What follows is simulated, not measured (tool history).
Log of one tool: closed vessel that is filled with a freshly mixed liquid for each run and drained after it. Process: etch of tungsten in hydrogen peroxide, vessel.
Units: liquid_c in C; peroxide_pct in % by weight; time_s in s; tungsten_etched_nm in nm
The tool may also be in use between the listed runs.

run	hour	liquid_c	peroxide_pct	time_s	tungsten_etched_nm
1	0	51	19.5	105	141.15
2	4	51	15.5	105	124.2
3	12.7	54.5	15.5	105	153.52
4	18.1	54.5	15.5	115	167.05
5	19	54.5	15.5	105	152.73
6	23.2	57	15.5	105	177.64
7	29.2	57	15.5	105	176.4
8	34.1	57	15.5	105	178.24
9	35.2	58.5	15.5	105	195.25

The next listed run, before its measurement:
# hour 36.9: new drum of peroxide connected
10	36.9	59.5	15.5	105	?

{"run 10": {"tungsten_etched_nm": 214.63}}
